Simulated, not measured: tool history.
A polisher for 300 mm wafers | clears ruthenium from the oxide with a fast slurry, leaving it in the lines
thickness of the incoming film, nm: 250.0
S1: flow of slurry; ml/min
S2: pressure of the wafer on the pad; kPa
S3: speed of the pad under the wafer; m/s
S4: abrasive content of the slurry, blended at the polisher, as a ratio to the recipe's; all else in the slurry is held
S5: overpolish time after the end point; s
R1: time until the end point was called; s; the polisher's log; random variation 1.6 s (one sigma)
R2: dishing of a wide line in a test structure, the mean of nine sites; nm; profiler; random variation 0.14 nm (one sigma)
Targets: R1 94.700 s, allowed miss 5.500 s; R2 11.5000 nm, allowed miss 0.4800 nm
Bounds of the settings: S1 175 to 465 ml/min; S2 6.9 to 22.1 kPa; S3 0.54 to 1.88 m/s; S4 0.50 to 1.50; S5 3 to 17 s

| run | day | S1 | S2 | S3 | S4 | S5 | R1 | R2 |
|---|---|---|---|---|---|---|---|---|
| 1 | 0.000 | 295 | 14.5 | 1.20 | 1.00 | 9 | 56.263 | 26.0230 |
| 2 | 0.092 | 295 | 13.1 | 1.10 | 1.00 | 7 | 61.986 | 18.4020 |
| 3 | 0.346 | 295 | 13.1 | 1.10 | 0.90 | 7 | 67.405 | 17.6560 |
| 4 | 0.454 | 295 | 14.5 | 1.10 | 0.90 | 7 | 60.096 | 19.2680 |
| 5 | 0.479 | 295 | 13.1 | 1.10 | 0.90 | 7 | 67.183 | 18.0150 |
| 6 | 0.854 | 295 | 11.0 | 1.08 | 0.95 | 6 | 77.082 | 13.7180 |
| 7 | 0.979 | 290 | 8.3 | 1.06 | 0.90 | 6 | 111.630 | 10.3570 |
| 8 | 1.292 | 295 | 9.0 | 1.06 | 0.90 | 6 | 96.050 | 10.8980 |
| 9 | 1.350 | 290 | 9.0 | 1.06 | 0.90 | 6 | 99.641 | 10.8960 |
| 10 | 1.388 | 295 | 9.0 | 1.06 | 0.90 | 6 | 102.080 | 10.9590 |

Which of these 5 next moves meets every target?
| A | 1.425 | 305 | 6.9 | 1.08 | 1.15 | 8 | ? | ? |
| B | 1.425 | 320 | 9.7 | 1.00 | 0.80 | 6 | ? | ? |
| C | 1.425 | 325 | 7.6 | 0.90 | 1.20 | 7 | ? | ? |
| D | 1.425 | 250 | 9.7 | 1.32 | 0.75 | 5 | ? | ? |
| E | 1.425 | 380 | 10.3 | 0.94 | 0.85 | 6 | ? | ? |

| move | R1 | R2 |
|---|---|---|
| A | 108.490 | 13.2780 |
| B | 104.740 | 10.5880 |
| C | 108.220 | 11.8160 |
| D | 93.759 | 9.9199 |
| E | 96.118 | 11.4440 |
A: further off than the last run
B: further off than the last run
C: further off than the last run
D: brings the result that was furthest off to its target, and leaves another outside
E: meets every target
Move E is the one to make.

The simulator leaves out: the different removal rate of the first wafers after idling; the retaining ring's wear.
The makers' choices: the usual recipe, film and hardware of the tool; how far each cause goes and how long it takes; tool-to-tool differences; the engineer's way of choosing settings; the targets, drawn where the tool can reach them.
